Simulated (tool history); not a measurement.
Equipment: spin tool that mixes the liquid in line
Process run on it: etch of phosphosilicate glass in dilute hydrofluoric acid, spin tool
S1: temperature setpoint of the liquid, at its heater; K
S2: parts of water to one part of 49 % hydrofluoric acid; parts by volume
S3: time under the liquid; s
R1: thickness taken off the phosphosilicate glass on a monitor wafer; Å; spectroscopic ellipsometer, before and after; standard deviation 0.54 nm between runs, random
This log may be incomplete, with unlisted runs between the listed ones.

Run 1, day 0: S1 295.15 K, S2 70 parts by volume, S3 55 s. Result: R1 411.2 Å.
Run 2, day 0.371: S1 296.15 K, S2 70 parts by volume, S3 55 s. Result: R1 427.48 Å.
Run 3, day 0.654: S1 297.15 K, S2 70 parts by volume, S3 55 s. Result: R1 439.51 Å.
Run 4, day 0.833: S1 299.15 K, S2 70 parts by volume, S3 55 s. Result: R1 479.58 Å.
Run 5, day 0.925: S1 295.65 K, S2 70 parts by volume, S3 55 s. Result: R1 414.56 Å.
Run 6, day 1.008: S1 296.65 K, S2 70 parts by volume, S3 55 s. Result: R1 427.79 Å.
Run 7, day 1.217: S1 297.65 K, S2 70 parts by volume, S3 55 s. Result: R1 450.26 Å.
Run 8, day 1.571: S1 298.65 K, S2 70 parts by volume, S3 55 s. Result: R1 468.05 Å.
Run 9, day 1.883: S1 299.15 K, S2 70 parts by volume, S3 55 s. Result: R1 481.27 Å.

Run 10, settings as shown, results not yet in. Your forecast:
Run 10, day 2.217: S1 299.65 K, S2 70 parts by volume, S3 55 s. Result: R1 ?.

Run 10 gave R1 492.95 Å.
